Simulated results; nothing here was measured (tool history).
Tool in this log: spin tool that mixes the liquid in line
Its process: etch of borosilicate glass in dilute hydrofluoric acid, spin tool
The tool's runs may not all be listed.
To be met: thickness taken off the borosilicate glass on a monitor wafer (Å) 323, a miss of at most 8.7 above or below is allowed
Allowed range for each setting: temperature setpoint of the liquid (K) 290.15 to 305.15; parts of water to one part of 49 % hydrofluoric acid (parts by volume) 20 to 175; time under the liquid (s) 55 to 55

run  hour  temperature setpoint of the liquid (K)  parts of water to one part of 49 % hydrofluoric acid (parts by volume)  time under the liquid (s)  thickness taken off the borosilicate glass on a monitor wafer (Å)
  1     0                                  297.15                                                                      95                         55                                                             109.18
  2     9                                  297.15                                                                      60                         55                                                             179.47
  3  10.7                                  299.15                                                                      55                         55                                                             214.25
  4  13.2                                  296.65                                                                      55                         55                                                             193.31
  5    17                                  298.65                                                                      50                         55                                                             232.69
  6  18.6                                  295.15                                                                      50                         55                                                             203.62
  7  25.7                                  295.15                                                                      50                         55                                                             199.98
  8  32.8                                  297.15                                                                      45                         55                                                             242.14
  9  39.3                                  298.65                                                                      45                         55                                                             260.01
 10  40.3                                  299.65                                                                      45                         55                                                             274.54

Consider the 5 candidate settings below. Which is the only one whose results all fall within their allowed miss of target?
  A  41.3                                  301.15                                                                      40                         55                                                                  ?
  B  41.3                                  299.65                                                                      40                         55                                                                  ?
  C  41.3                                  298.65                                                                      40                         55                                                                  ?
  D  41.3                                  298.65                                                                      35                         55                                                                  ?
  E  41.3                                  302.65                                                                      40                         55                                                                  ?

move  thickness taken off the borosilicate glass on a monitor wafer (Å)
   A                                                              325.1
   B                                                             305.95
   C                                                             293.71
   D                                                             338.01
   E                                                             345.21
A: all results land within tolerance of their targets
B: an improvement on the last run, though not all results are within tolerance
C: an improvement on the last run, though not all results are within tolerance
D: takes the biggest miss from the last run beyond its target
E: takes the biggest miss from the last run beyond its target
The move that meets every target is A.

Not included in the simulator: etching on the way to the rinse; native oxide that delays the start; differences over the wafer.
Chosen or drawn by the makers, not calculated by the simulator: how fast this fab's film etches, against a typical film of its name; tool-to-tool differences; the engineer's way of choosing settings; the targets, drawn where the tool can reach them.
